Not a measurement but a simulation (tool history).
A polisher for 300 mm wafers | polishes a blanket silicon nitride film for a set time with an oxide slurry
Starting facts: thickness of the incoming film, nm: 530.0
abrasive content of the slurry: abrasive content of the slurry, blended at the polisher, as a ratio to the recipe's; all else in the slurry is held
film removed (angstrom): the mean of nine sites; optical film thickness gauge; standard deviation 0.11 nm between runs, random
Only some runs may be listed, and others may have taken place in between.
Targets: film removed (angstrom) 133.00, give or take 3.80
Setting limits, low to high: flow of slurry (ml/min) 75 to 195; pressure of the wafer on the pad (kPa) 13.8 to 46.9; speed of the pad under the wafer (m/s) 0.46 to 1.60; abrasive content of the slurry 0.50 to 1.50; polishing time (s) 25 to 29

| run | hour | flow of slurry (ml/min) | pressure of the wafer on the pad (kPa) | speed of the pad under the wafer (m/s) | abrasive content of the slurry | polishing time (s) | film removed (angstrom) |
|---|---|---|---|---|---|---|---|
| 1 | 0.0 | 125 | 30.3 | 1.02 | 1.00 | 29 | 230.73 |
| 2 | 4.1 | 125 | 30.3 | 1.02 | 1.00 | 29 | 233.66 |
| 3 | 9.9 | 120 | 26.9 | 1.02 | 1.00 | 29 | 205.77 |
| 4 | 16.0 | 115 | 24.1 | 1.02 | 1.00 | 29 | 182.46 |
| 5 | 22.5 | 115 | 24.1 | 1.02 | 1.15 | 29 | 196.80 |
| 6 | 23.1 | 115 | 24.1 | 1.10 | 1.15 | 29 | 208.53 |
| 7 | 26.7 | 90 | 15.9 | 0.98 | 1.15 | 29 | 121.62 |
| 8 | 34.2 | 95 | 15.9 | 0.98 | 1.15 | 29 | 122.55 |
| 9 | 36.9 | 100 | 15.9 | 0.98 | 1.15 | 29 | 124.92 |
| 10 | 38.4 | 105 | 15.9 | 0.98 | 1.15 | 29 | 124.50 |
| 11 | 42.2 | 110 | 15.9 | 0.98 | 1.15 | 29 | 126.80 |
| 12 | 46.6 | 115 | 15.9 | 0.98 | 1.15 | 29 | 128.51 |
| 13 | 49.1 | 120 | 15.9 | 0.98 | 1.15 | 29 | 129.79 |

Which one of the following 4 next-run settings gets every result inside its allowed miss? There is exactly one.
| A | 51.6 | 120 | 17.2 | 1.02 | 1.05 | 28 | ? |
| B | 51.6 | 105 | 17.9 | 0.90 | 1.35 | 25 | ? |
| C | 51.6 | 120 | 15.2 | 1.04 | 1.05 | 29 | ? |
| D | 51.6 | 140 | 16.5 | 1.00 | 1.10 | 26 | ? |

| move | film removed (angstrom) |
|---|---|
| A | 131.73 |
| B | 120.78 |
| C | 122.80 |
| D | 121.84 |
A: every result lands within tolerance
B: lands further from the targets than the last run did
C: lands further from the targets than the last run did
D: lands further from the targets than the last run did
A meets every target.
